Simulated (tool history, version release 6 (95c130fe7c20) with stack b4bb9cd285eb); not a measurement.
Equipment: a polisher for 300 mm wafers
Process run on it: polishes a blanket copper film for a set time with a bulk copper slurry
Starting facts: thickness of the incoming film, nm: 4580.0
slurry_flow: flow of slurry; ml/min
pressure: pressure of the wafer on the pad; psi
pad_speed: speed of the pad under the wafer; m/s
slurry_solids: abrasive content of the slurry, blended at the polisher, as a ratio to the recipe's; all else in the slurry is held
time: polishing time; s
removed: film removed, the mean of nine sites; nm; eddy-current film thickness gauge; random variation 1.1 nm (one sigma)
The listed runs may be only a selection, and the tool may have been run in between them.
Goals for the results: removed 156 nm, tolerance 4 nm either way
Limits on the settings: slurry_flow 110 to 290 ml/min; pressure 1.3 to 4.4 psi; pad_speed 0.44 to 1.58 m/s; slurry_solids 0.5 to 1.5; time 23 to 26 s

run	day	slurry_flow	pressure	pad_speed	slurry_solids	time	removed
1	0	185	2.8	1	1	26	206.1
2	0.233	175	2.6	1	1	26	192.94
3	0.558	210	2.6	1	1	26	198.23
4	0.638	195	2.4	1	1	26	179.75
5	0.917	185	2.3	1	1	26	170.87
6	1.067	185	3	1	1	26	223.95
7	1.183	175	2.7	1	1	26	197.44
8	1.504	165	2.5	1	1	26	181.53
9	1.879	155	2.4	1	1	26	171.81
10	2.012	145	2.3	1	1	26	165.55
11	2.267	140	2.3	1	1	26	161.93
12	2.325	135	2.3	1	1	26	163.28
13	2.367	135	2.3	1	1	26	162.28
14	2.442	130	2.3	1	1	26	160.26
15	2.775	120	2.2	1	1	26	151.3

Consider the 5 candidate settings below. Which is the only one whose results all fall within their allowed miss of target?
A	3.108	120	1.9	0.98	1.35	26	?
B	3.108	175	1.6	1.3	1.4	24	?
C	3.108	205	1.8	1.2	0.7	26	?
D	3.108	120	2.4	0.94	1.1	24	?
E	3.108	120	2.2	1	0.95	26	?

move	removed
A	140.4
B	158.29
C	148.83
D	147.19
E	149.34
A: moves away from the targets compared with the last run
B: each result inside its tolerance
C: moves away from the targets compared with the last run
D: moves away from the targets compared with the last run
E: moves away from the targets compared with the last run
Move B is the one to make.
